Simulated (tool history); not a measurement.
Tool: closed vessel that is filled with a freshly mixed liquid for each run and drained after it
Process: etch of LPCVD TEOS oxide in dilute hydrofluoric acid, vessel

| run | day | temperature setpoint of the liquid (°C) | parts of water to one part of 49 % hydrofluoric acid (parts by volume) | time in the liquid (s) | thickness taken off the LPCVD TEOS oxide on a monitor wafer (nm) |
|---|---|---|---|---|---|
| 1 | 0.000 | 23.0 | 70 | 245 | 62.392 |
| 2 | 0.146 | 21.5 | 70 | 245 | 59.976 |
| 3 | 0.375 | 21.5 | 70 | 245 | 58.230 |
| 4 | 0.429 | 20.0 | 75 | 245 | 51.504 |
|  | 0.592 | thermometer replaced |
| 5 | 0.592 | 23.0 | 75 | 245 | 53.543 |
| 6 | 0.946 | 22.0 | 80 | 245 | 48.207 |
| 7 | 1.175 | 20.5 | 80 | 245 | 45.033 |

Forecast run 8:
| 8 | 1.475 | 19.5 | 80 | 245 | ? |

Run 8 gave thickness taken off the LPCVD TEOS oxide on a monitor wafer (nm) 43.044.

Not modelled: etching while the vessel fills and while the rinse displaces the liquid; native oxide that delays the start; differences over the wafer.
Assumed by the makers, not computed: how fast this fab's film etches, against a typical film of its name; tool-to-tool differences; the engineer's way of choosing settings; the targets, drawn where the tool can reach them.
